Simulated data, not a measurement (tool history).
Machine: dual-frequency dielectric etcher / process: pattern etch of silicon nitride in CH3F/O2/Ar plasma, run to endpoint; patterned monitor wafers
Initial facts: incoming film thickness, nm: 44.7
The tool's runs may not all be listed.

run,hour,source power (kW),bias power (kW),endpoint time (s)
1,0.0,0.510,0.070,53.679
2,4.5,0.510,0.078,51.376
3,9.6,0.470,0.078,53.146
4,12.8,0.530,0.078,50.266
5,14.1,0.610,0.078,47.500
6,16.4,0.650,0.078,46.659
7,23.2,0.560,0.077,49.486
8,25.2,0.500,0.076,52.251

Run 9, settings as shown, results not yet in. Your forecast:
9,31.3,0.460,0.076,?

endpoint time (s): 54.023
